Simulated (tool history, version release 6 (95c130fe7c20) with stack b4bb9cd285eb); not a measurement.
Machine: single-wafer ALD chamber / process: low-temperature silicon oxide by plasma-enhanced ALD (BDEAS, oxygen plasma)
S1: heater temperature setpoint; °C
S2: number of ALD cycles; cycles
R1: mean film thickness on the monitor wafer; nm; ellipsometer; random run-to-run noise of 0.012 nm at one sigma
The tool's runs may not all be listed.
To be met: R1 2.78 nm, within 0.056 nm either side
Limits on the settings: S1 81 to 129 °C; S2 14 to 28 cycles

Run 1, hour 0: S1 105 °C, S2 21 cycles. Result: R1 3.1268 nm.
Run 2, hour 2.8: S1 96 °C, S2 21 cycles. Result: R1 3.2108 nm.
Run 3, hour 4.1: S1 96 °C, S2 23 cycles. Result: R1 3.4844 nm.
Run 4, hour 12.9: S1 99 °C, S2 21 cycles. Result: R1 3.1803 nm.
Run 5, hour 16.3: S1 102 °C, S2 20 cycles. Result: R1 2.9676 nm.
Run 6, hour 20.9: S1 106 °C, S2 20 cycles. Result: R1 2.9442 nm.
Run 7, hour 26.1: S1 108 °C, S2 20 cycles. Result: R1 2.9541 nm.
Run 8, hour 34.1: S1 109 °C, S2 20 cycles. Result: R1 2.9381 nm.
Run 9, hour 40.9: S1 110 °C, S2 20 cycles. Result: R1 2.9461 nm.

Next run, 5 choices. One meets every target within its allowed miss, the rest don't. Which?
Run A, hour 47.7: S1 111 °C, S2 22 cycles. Result: R1 ?.
Run B, hour 47.7: S1 117 °C, S2 21 cycles. Result: R1 ?.
Run C, hour 47.7: S1 106 °C, S2 18 cycles. Result: R1 ?.
Run D, hour 47.7: S1 109 °C, S2 21 cycles. Result: R1 ?.
Run E, hour 47.7: S1 113 °C, S2 19 cycles. Result: R1 ?.

move      R1
   A  3.2245
   B  3.0391
   C   2.666
   D  3.0909
   E  2.7731
A: further off than the last run
B: further off than the last run
C: takes the result that was furthest off past its target
D: further off than the last run
E: all results in spec
Answer: E
